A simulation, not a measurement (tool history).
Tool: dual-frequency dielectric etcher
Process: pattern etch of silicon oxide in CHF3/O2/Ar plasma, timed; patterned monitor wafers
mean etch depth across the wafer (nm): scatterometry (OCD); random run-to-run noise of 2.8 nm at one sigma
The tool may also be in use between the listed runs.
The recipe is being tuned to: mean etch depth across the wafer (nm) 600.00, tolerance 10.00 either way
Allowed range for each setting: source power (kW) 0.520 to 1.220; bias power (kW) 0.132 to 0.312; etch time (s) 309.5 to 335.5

run	hour	source power (kW)	bias power (kW)	etch time (s)	mean etch depth across the wafer (nm)
1	0.0	0.870	0.222	335.5	777.59
2	3.8	0.840	0.215	334.5	757.97
3	7.7	0.840	0.245	334.5	792.92
4	14.0	0.810	0.236	333.0	775.94
5	19.4	0.660	0.236	333.0	682.86
6	25.6	0.660	0.236	309.5	639.48
7	32.6	0.650	0.236	309.5	633.85
8	35.4	0.650	0.236	309.5	630.27
9	44.4	0.640	0.236	309.5	627.78
10	45.6	0.630	0.236	309.5	628.97
11	50.7	0.520	0.230	309.5	545.70
12	53.7	0.530	0.230	309.5	556.56
13	56.6	0.540	0.230	309.5	560.64
14	58.8	0.550	0.230	309.5	566.87
15	67.5	0.550	0.230	309.5	572.68
16	71.4	0.560	0.230	309.5	575.47

Which of these 5 next moves meets every target?
A	75.3	0.530	0.214	316.0	?
B	75.3	0.520	0.254	323.5	?
C	75.3	0.520	0.236	316.5	?
D	75.3	0.530	0.227	326.0	?
E	75.3	0.580	0.186	321.0	?

move	mean etch depth across the wafer (nm)
A	545.00
B	598.61
C	565.39
D	578.52
E	546.73
A: the biggest miss grows against the last run
B: every result lands within tolerance
C: the biggest miss grows against the last run
D: an improvement on the last run, though not all results are within tolerance
E: the biggest miss grows against the last run
The move that meets every target is B.
